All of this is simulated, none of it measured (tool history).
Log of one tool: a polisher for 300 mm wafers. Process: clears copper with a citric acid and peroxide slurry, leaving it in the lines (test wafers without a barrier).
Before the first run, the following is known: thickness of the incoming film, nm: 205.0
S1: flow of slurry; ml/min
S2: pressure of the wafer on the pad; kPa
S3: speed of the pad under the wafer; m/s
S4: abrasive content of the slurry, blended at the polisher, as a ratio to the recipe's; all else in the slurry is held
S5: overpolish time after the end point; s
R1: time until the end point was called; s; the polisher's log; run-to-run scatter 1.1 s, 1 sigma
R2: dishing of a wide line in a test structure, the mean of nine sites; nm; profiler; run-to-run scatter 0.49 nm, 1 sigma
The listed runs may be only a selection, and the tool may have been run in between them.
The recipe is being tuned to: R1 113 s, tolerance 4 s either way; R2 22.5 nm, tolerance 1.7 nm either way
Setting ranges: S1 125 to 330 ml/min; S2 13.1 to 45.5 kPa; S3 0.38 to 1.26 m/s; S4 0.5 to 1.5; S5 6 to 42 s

run,day,S1,S2,S3,S4,S5,R1,R2
1,0,210,29,0.82,1,21,79.214,29.087
2,0.096,255,29,0.82,1,21,78.38,29.526
3,0.262,255,27.6,0.82,1,21,81.762,27.687
4,0.608,255,26.2,0.82,1,21,86.865,26.817
5,0.875,255,24.8,0.82,1,21,90.088,25.912
6,1.208,255,24.1,0.82,1,21,94.919,24.886
7,1.35,255,23.4,0.82,1,21,96.116,25.494
8,1.688,255,23.4,0.82,1,21,96.111,25.234
9,1.779,255,22.8,0.82,1,21,98.885,25.431
10,2.021,255,22.1,0.82,1,21,101.73,24.486
11,2.071,255,21.4,0.82,1,21,107.69,24.965
12,2.421,255,21.4,0.82,1,21,105.14,24.197

Pick the move, out of 5, that brings all results within their allowed miss; only one does.
A,2.771,240,19.3,0.82,0.7,29,?,?
B,2.771,285,20,0.74,0.9,22,?,?
C,2.771,305,20,0.82,0.9,21,?,?
D,2.771,250,22.1,0.7,0.95,22,?,?
E,2.771,235,24.8,0.64,1.2,25,?,?

move,R1,R2
A,126.31,25.963
B,126.62,21.297
C,114.01,22.228
D,122.06,21.948
E,114.56,25.293
A: the result that was furthest off in the last run now lies on the other side of its target
B: the result that was furthest off in the last run now lies on the other side of its target
C: meets every target
D: the result that was furthest off in the last run now lies on the other side of its target
E: the furthest-off result lands on target, but another misses its tolerance
Move C is the one to make.

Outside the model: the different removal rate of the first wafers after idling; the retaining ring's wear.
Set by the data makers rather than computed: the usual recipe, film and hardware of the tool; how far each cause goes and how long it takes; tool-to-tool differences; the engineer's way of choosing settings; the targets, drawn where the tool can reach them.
